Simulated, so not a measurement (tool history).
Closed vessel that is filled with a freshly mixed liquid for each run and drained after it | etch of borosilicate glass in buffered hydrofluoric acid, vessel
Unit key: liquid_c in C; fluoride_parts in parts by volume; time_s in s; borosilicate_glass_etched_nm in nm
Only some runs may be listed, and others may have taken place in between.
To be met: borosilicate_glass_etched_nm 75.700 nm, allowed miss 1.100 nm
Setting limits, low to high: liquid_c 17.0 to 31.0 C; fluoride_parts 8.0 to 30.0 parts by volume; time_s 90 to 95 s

run	hour	liquid_c	fluoride_parts	time_s	borosilicate_glass_etched_nm
1	0.0	23.0	21.5	90	49.877
2	2.6	23.0	24.0	90	46.083
3	4.9	24.5	23.5	90	50.727
4	5.9	28.0	23.5	90	61.223
5	13.2	28.0	23.5	95	64.908
6	22.3	28.5	23.5	95	66.663
7	31.0	29.0	23.5	95	67.453
8	33.7	29.5	23.5	95	69.423
9	42.0	30.0	23.5	95	71.311
10	44.4	30.5	23.5	95	73.555

Below are 4 possible settings for the next run. Only one of them brings all results inside the allowed miss of their targets. Which is it?
A	46.8	30.0	21.5	90	?
B	46.8	25.0	15.5	95	?
C	46.8	31.0	25.5	95	?
D	46.8	31.0	21.5	90	?

move	borosilicate_glass_etched_nm
A	72.223
B	79.215
C	71.437
D	76.076
A: moves away from the targets compared with the last run
B: pushes the last run's worst result past its target
C: moves away from the targets compared with the last run
D: each result inside its tolerance
Answer: D

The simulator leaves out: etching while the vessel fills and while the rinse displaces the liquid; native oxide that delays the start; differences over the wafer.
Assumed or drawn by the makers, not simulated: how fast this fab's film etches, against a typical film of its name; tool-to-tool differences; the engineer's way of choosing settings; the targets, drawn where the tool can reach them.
